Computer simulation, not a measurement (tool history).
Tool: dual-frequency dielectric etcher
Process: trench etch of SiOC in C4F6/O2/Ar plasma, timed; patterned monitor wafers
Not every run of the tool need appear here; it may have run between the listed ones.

| run | hour | source power (kW) | bias power (kW) | etch time (s) | mean etch depth across the wafer (nm) |
|---|---|---|---|---|---|
| 1 | 0 | 0.28 | 0.226 | 13.5 | 25.755 |
| 2 | 4.3 | 0.28 | 0.226 | 12.5 | 23.984 |
| 3 | 9 | 0.28 | 0.2 | 12.5 | 22.501 |
| 4 | 16.2 | 0.29 | 0.206 | 12.5 | 22.999 |
| 5 | 22.9 | 0.29 | 0.206 | 13.5 | 24.45 |
| 6 | 29.4 | 0.25 | 0.206 | 13.5 | 23.995 |

Expected results for the next run?
| 7 | 31.5 | 0.26 | 0.215 | 13.5 | ? |

{"run 7": {"mean etch depth across the wafer (nm)": 24.686}}
